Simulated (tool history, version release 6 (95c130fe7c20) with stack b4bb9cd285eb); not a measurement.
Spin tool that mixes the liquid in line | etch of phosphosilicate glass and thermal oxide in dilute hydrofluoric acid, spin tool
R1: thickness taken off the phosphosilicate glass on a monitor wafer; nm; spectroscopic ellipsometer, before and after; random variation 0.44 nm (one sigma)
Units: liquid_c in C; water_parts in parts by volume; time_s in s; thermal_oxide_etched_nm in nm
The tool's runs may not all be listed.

{"run": 1, "hour": 0.0, "liquid_c": 20, "water_parts": 235, "time_s": 30, "R1": 14.868, "thermal_oxide_etched_nm": 0.43448}
{"run": 2, "hour": 0.6, "liquid_c": 18, "water_parts": 235, "time_s": 30, "R1": 13.816, "thermal_oxide_etched_nm": 0.43209}
{"run": 3, "hour": 1.1, "liquid_c": 19.5, "water_parts": 195, "time_s": 30, "R1": 18.573, "thermal_oxide_etched_nm": 0.55538}
{"run": 4, "hour": 6.4, "liquid_c": 20.5, "water_parts": 170, "time_s": 30, "R1": 22.469, "thermal_oxide_etched_nm": 0.62988}
{"run": 5, "hour": 8.7, "liquid_c": 17, "water_parts": 170, "time_s": 30, "R1": 19.534, "thermal_oxide_etched_nm": 0.55823}
{"run": 6, "hour": 13.6, "liquid_c": 19.5, "water_parts": 170, "time_s": 30, "R1": 21.787, "thermal_oxide_etched_nm": 0.66694}

Run 7 comes next. What will it give?
{"hour": 14.6, "done": "thermometer replaced"}
{"run": 7, "hour": 14.6, "liquid_c": 21, "water_parts": 155, "time_s": 30, "R1": "?", "thermal_oxide_etched_nm": "?"}

Run 7 gave R1 24.158 nm, thermal_oxide_etched_nm 0.63159 nm.
